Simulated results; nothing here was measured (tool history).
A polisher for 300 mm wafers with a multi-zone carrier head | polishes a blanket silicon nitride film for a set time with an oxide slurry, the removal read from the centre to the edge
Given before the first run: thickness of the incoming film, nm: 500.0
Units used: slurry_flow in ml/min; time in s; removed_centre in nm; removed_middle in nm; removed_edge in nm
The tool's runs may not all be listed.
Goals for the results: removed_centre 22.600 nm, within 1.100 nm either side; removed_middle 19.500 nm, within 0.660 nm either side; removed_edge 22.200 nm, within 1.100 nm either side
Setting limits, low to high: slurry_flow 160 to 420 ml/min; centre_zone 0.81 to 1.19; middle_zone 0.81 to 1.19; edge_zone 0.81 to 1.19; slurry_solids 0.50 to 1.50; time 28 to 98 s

run	hour	slurry_flow	centre_zone	middle_zone	edge_zone	slurry_solids	time	removed_centre	removed_middle	removed_edge
1	0.0	270	1.00	1.00	1.00	1.00	63	24.745	25.121	26.321
2	4.7	270	1.01	0.95	0.97	0.90	63	24.225	23.179	24.980
3	11.5	270	1.01	0.95	0.97	0.90	69	27.161	25.276	27.471
4	19.8	265	1.00	0.92	0.95	0.80	69	25.356	23.507	25.546
# hour 28.3: slurry nozzle cleaned
5	28.3	265	1.00	0.92	0.92	0.80	69	26.432	24.098	26.011
6	30.5	265	1.05	0.92	0.92	0.80	69	27.845	24.619	25.202
7	39.3	260	1.03	0.89	0.92	0.70	69	25.286	22.459	24.364
8	46.1	255	1.03	0.87	0.91	0.65	69	25.684	21.734	23.513
9	46.7	250	1.01	0.86	0.91	0.60	69	24.065	20.603	23.179
10	52.3	245	1.00	0.86	0.90	0.60	69	23.747	20.821	21.960
11	53.1	240	0.99	0.84	0.91	0.60	69	23.578	20.703	23.522

Consider the 5 candidate settings below. Which is the only one whose results all fall within their allowed miss of target?
A	53.9	210	1.05	0.89	1.00	0.55	67	?	?	?
B	53.9	190	0.91	0.85	0.99	0.75	68	?	?	?
C	53.9	280	0.88	0.82	0.89	0.55	80	?	?	?
D	53.9	315	1.01	0.96	0.83	0.60	69	?	?	?
E	53.9	170	0.95	1.00	0.81	0.85	58	?	?	?

move	removed_centre	removed_middle	removed_edge
A	23.354	20.143	22.148
B	22.977	22.026	25.070
C	23.894	22.941	25.426
D	24.651	23.471	22.059
E	21.280	22.378	20.290
A: every result lands within tolerance
B: further off than the last run
C: further off than the last run
D: further off than the last run
E: further off than the last run
A meets every target.
